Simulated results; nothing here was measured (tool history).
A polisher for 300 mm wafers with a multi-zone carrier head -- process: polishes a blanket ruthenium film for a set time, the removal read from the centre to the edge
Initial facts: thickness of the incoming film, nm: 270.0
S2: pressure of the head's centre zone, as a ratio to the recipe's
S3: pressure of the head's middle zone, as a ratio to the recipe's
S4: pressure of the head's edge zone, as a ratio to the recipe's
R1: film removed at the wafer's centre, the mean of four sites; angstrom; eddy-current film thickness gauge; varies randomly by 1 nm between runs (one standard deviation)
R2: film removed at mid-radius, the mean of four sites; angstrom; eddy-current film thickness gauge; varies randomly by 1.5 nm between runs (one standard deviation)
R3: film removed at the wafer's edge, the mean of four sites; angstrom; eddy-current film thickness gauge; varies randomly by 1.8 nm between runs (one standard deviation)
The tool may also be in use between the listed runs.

Run 1, day 0: flow of slurry (ml/min) 295, S2 1, S3 1, S4 1, polishing time (s) 71. Result: R1 933.33 angstrom, R2 865.58 angstrom, R3 892.93 angstrom.
Run 2, day 0.325: flow of slurry (ml/min) 295, S2 1, S3 0.95, S4 1, polishing time (s) 71. Result: R1 934.73 angstrom, R2 836.43 angstrom, R3 912.13 angstrom.
Run 3, day 0.621: flow of slurry (ml/min) 295, S2 1, S3 1.02, S4 1, polishing time (s) 71. Result: R1 919.59 angstrom, R2 883.4 angstrom, R3 911.82 angstrom.
Run 4, day 0.938: flow of slurry (ml/min) 295, S2 1, S3 1.09, S4 1, polishing time (s) 71. Result: R1 916.16 angstrom, R2 912.36 angstrom, R3 902.26 angstrom.
Run 5, day 1.267: flow of slurry (ml/min) 295, S2 1, S3 1.09, S4 0.92, polishing time (s) 71. Result: R1 924.26 angstrom, R2 930.35 angstrom, R3 899.22 angstrom.
At day 1.304: centre zone pressure recalibrated.
Run 6, day 1.304: flow of slurry (ml/min) 295, S2 1, S3 1.06, S4 0.92, polishing time (s) 71. Result: R1 891.98 angstrom, R2 925.48 angstrom, R3 856.94 angstrom.
Run 7, day 1.5: flow of slurry (ml/min) 300, S2 0.99, S3 1.08, S4 0.99, polishing time (s) 77. Result: R1 968.5 angstrom, R2 998.63 angstrom, R3 965.53 angstrom.

Run 8 has not been measured yet. What should we expect?
Run 8, day 1.712: flow of slurry (ml/min) 285, S2 0.99, S3 1.05, S4 1.05, polishing time (s) 83. Result: R1 ?, R2 ?, R3 ?.

{"run 8": {"R1": 1029.1, "R2": 1065.8, "R3": 1076.7}}

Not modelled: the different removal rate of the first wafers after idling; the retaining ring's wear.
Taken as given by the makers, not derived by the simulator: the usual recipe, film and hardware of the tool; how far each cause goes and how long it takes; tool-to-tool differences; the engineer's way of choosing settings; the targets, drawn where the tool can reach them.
